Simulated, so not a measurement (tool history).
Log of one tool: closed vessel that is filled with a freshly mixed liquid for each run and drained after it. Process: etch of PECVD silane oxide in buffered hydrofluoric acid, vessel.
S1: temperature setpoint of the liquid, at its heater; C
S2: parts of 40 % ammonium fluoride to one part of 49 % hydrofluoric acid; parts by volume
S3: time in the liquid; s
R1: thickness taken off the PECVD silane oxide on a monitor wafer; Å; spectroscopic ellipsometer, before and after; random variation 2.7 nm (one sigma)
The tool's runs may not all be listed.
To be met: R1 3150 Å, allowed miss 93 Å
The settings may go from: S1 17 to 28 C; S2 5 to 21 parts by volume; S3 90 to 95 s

| run | day | S1 | S2 | S3 | R1 |
|---|---|---|---|---|---|
| 1 | 0 | 20 | 13 | 90 | 1475 |
| 2 | 0.083 | 22.5 | 11.5 | 90 | 1935 |
| 3 | 0.233 | 24.5 | 11 | 90 | 2253.7 |
| 4 | 0.442 | 24.5 | 11 | 90 | 2286.2 |
| 5 | 0.679 | 23 | 11 | 90 | 2084.2 |
| 6 | 0.792 | 24.5 | 10.5 | 90 | 2396.9 |
| 7 | 1.054 | 25.5 | 10 | 90 | 2621 |
| 8 | 1.208 | 26.5 | 10 | 90 | 2750.1 |
| 9 | 1.262 | 27 | 10 | 90 | 2868.5 |
| 10 | 1.612 | 27.5 | 10 | 90 | 2923.9 |

4 next moves are on the table. One of them brings every result within its allowed miss. Which?
| A | 1.962 | 26 | 10 | 95 | ? |
| B | 1.962 | 26.5 | 9 | 95 | ? |
| C | 1.962 | 23.5 | 8 | 90 | ? |
| D | 1.962 | 28 | 9 | 95 | ? |

| move | R1 |
|---|---|
| A | 2832 |
| B | 3108.3 |
| C | 2844.4 |
| D | 3367.2 |
A: further off than the last run
B: meets every target
C: further off than the last run
D: takes the result that was furthest off past its target
The right move is B.
